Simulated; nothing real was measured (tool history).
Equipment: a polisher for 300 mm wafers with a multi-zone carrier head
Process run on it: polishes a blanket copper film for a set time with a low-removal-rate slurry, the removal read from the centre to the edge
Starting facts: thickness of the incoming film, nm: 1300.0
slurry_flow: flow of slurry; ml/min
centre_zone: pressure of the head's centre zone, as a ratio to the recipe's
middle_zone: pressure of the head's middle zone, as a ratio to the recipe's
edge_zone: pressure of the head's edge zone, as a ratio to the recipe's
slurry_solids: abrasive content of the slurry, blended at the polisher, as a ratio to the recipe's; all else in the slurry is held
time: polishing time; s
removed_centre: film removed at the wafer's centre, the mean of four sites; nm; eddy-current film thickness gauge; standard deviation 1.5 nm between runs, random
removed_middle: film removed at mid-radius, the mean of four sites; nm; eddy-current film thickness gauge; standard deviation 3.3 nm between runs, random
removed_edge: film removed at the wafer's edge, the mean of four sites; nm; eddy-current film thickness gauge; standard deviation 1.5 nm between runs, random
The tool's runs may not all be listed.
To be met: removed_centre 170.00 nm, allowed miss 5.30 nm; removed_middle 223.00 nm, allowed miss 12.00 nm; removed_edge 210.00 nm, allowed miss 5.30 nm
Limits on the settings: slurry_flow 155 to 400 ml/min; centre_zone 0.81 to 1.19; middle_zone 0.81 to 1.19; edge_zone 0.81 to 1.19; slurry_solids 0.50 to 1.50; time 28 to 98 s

run    day  slurry_flow  centre_zone  middle_zone  edge_zone  slurry_solids  time  removed_centre  removed_middle  removed_edge
  1  0.000          255         1.00         1.00       1.00           1.00    63          173.84          169.19        172.38
  2  0.033          255         1.08         1.00       1.00           1.00    63          186.66          166.48        169.78
  3  0.350          255         1.08         1.08       1.00           1.00    63          186.61          180.92        170.92
  4  0.525          260         1.05         1.10       1.03           1.05    63          182.46          184.82        176.24
  5  0.562          265         1.02         1.12       1.04           1.10    63          180.15          189.14        177.39
     0.833  -- worn pad replaced by a new one
  6  0.833          265         0.99         1.13       1.06           1.15    64          193.48          216.75        197.98
  7  1.171          260         0.96         1.12       1.06           1.15    64          187.23          204.12        196.85
  8  1.450          270         0.93         1.13       1.07           1.15    64          179.35          208.75        199.47

Next run, 4 choices. One meets every target within its allowed miss, the rest don't. Which?
  A  1.729          255         0.99         1.11       1.02           1.25    59               ?               ?             ?
  B  1.729          255         0.98         1.19       1.02           1.20    61               ?               ?             ?
  C  1.729          245         0.83         0.90       1.13           0.95    68               ?               ?             ?
  D  1.729          285         0.82         1.12       1.07           1.05    68               ?               ?             ?

move  removed_centre  removed_middle  removed_edge
   A          179.77          200.46        180.23
   B          182.57          218.28        184.62
   C          163.17          182.57        206.94
   D          167.95          228.08        207.51
A: moves away from the targets compared with the last run
B: moves away from the targets compared with the last run
C: the worst result of the last run now meets its target, but another is out of spec
D: each result inside its tolerance
Move D is the one to make.
